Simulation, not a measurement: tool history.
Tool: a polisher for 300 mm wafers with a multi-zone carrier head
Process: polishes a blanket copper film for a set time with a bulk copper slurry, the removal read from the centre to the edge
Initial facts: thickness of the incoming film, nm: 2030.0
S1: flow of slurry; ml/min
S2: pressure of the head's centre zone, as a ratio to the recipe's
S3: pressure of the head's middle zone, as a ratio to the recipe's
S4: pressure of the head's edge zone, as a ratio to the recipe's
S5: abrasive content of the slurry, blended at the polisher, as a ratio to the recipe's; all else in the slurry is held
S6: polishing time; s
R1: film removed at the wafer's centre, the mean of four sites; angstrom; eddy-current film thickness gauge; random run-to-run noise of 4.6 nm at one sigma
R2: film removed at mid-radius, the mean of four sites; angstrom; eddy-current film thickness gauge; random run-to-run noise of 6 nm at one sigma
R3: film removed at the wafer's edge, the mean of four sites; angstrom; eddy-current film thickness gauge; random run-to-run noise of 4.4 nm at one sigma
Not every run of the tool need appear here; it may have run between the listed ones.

Run 1, hour 0.0: S1 135 ml/min, S2 1.00, S3 1.00, S4 1.00, S5 1.00, S6 73 s. Result: R1 6477.9 angstrom, R2 6406.4 angstrom, R3 6354.0 angstrom.
Run 2, hour 7.3: S1 135 ml/min, S2 0.95, S3 1.00, S4 1.00, S5 1.00, S6 73 s. Result: R1 6057.0 angstrom, R2 6493.2 angstrom, R3 6510.8 angstrom.
Run 3, hour 11.8: S1 130 ml/min, S2 0.95, S3 1.00, S4 0.98, S5 0.95, S6 72 s. Result: R1 6030.5 angstrom, R2 6210.3 angstrom, R3 6186.7 angstrom.
Run 4, hour 13.9: S1 130 ml/min, S2 0.94, S3 1.01, S4 0.97, S5 0.90, S6 71 s. Result: R1 5733.9 angstrom, R2 5942.3 angstrom, R3 5995.1 angstrom.
Run 5, hour 14.9: S1 130 ml/min, S2 0.94, S3 1.01, S4 1.01, S5 0.90, S6 71 s. Result: R1 5687.9 angstrom, R2 6146.5 angstrom, R3 6060.9 angstrom.
Run 6, hour 22.4: S1 130 ml/min, S2 0.94, S3 1.01, S4 0.98, S5 0.90, S6 71 s. Result: R1 5718.9 angstrom, R2 6137.5 angstrom, R3 5949.8 angstrom.

What will run 7 give?
Run 7, hour 27.7: S1 125 ml/min, S2 0.93, S3 1.01, S4 0.97, S5 0.85, S6 71 s. Result: R1 ?, R2 ?, R3 ?.

For run 7 the tool returned R1 5494.7 angstrom, R2 5880.9 angstrom, R3 5807.7 angstrom.

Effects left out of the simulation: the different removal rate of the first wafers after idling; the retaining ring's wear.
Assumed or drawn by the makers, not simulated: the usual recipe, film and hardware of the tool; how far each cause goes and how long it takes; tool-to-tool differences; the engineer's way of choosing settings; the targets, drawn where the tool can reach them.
